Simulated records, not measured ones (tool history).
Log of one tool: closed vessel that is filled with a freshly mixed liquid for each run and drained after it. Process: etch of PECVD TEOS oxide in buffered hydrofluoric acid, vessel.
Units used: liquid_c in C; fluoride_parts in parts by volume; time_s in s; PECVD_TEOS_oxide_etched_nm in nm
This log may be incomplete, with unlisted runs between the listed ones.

run    day  liquid_c  fluoride_parts  time_s  PECVD_TEOS_oxide_etched_nm
  1      0        23             7.5      30                      113.02
  2  0.046        21             7.5      30                      101.45
  3  0.096      23.5             7.5      30                      115.37
  4  0.479      22.5             7.5      30                      110.21
  5  0.754      21.5             7.5      30                      104.35
  6  0.942      21.5             7.5      30                       103.6
  7  1.283        21             7.5      30                      101.82

Estimate the outcome of run 8 from the log above:
  8  1.608      20.5             7.5      30                           ?

PECVD_TEOS_oxide_etched_nm: 99.08 nm

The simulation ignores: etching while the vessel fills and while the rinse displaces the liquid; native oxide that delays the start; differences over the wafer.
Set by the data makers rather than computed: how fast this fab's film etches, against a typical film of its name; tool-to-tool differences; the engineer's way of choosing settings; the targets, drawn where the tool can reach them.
